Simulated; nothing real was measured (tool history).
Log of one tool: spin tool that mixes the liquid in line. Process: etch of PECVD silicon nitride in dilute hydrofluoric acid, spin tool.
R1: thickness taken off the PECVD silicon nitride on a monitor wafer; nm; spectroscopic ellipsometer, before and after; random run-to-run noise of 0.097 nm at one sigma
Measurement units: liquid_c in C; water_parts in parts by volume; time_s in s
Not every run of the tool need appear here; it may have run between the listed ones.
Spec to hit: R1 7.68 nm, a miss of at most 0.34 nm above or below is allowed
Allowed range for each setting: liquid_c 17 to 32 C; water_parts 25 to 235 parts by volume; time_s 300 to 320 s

{"run": 1, "hour": 0.0, "liquid_c": 24, "water_parts": 130, "time_s": 300, "R1": 4.1768}
{"run": 2, "hour": 4.2, "liquid_c": 26, "water_parts": 130, "time_s": 300, "R1": 4.7454}
{"run": 3, "hour": 10.4, "liquid_c": 27, "water_parts": 125, "time_s": 300, "R1": 5.2077}
{"run": 4, "hour": 16.1, "liquid_c": 28.5, "water_parts": 125, "time_s": 300, "R1": 5.6793}
{"run": 5, "hour": 23.5, "liquid_c": 28.5, "water_parts": 125, "time_s": 320, "R1": 6.1125}
{"run": 6, "hour": 25.9, "liquid_c": 29, "water_parts": 125, "time_s": 320, "R1": 6.1532}
{"run": 7, "hour": 34.7, "liquid_c": 29.5, "water_parts": 125, "time_s": 320, "R1": 6.547}
{"run": 8, "hour": 36.9, "liquid_c": 29.5, "water_parts": 125, "time_s": 320, "R1": 6.4844}

Which of these 5 next moves meets every target?
{"run": "A", "hour": 39.1, "liquid_c": 32, "water_parts": 145, "time_s": 320, "R1": "?"}
{"run": "B", "hour": 39.1, "liquid_c": 30, "water_parts": 100, "time_s": 320, "R1": "?"}
{"run": "C", "hour": 39.1, "liquid_c": 30, "water_parts": 110, "time_s": 320, "R1": "?"}
{"run": "D", "hour": 39.1, "liquid_c": 30.5, "water_parts": 105, "time_s": 320, "R1": "?"}
{"run": "E", "hour": 39.1, "liquid_c": 25.5, "water_parts": 115, "time_s": 300, "R1": "?"}

move=A R1=6.5109
move=B R1=8.3899
move=C R1=7.6223
move=D R1=8.2414
move=E R1=5.1355
A: about the same distance from the targets as the last run
B: takes the result that was furthest off past its target
C: each result inside its tolerance
D: takes the result that was furthest off past its target
E: the biggest miss grows against the last run
Move C is the one to make.
